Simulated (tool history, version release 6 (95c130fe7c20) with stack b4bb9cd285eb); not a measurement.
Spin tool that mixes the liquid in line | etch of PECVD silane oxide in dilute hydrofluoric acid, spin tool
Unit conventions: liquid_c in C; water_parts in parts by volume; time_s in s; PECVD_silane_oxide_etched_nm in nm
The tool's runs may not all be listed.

| run | hour | liquid_c | water_parts | time_s | PECVD_silane_oxide_etched_nm |
|---|---|---|---|---|---|
| 1 | 0 | 21 | 205 | 75 | 4.8684 |
| 2 | 6.2 | 20 | 230 | 75 | 4.0693 |
| 3 | 10.6 | 20 | 165 | 75 | 6.1369 |
| 4 | 12.2 | 20 | 190 | 75 | 5.2278 |
| 5 | 12.9 | 19 | 220 | 75 | 4.1972 |
| 6 | 21.9 | 17 | 220 | 75 | 3.8759 |
| 7 | 24.3 | 17 | 240 | 75 | 3.4772 |
| 8 | 27.1 | 17 | 255 | 75 | 3.1793 |

Estimate the outcome of run 9 from the log above:
| 9 | 28.4 | 17 | 265 | 75 | ? |

{"run 9": {"PECVD_silane_oxide_etched_nm": 3.0571}}
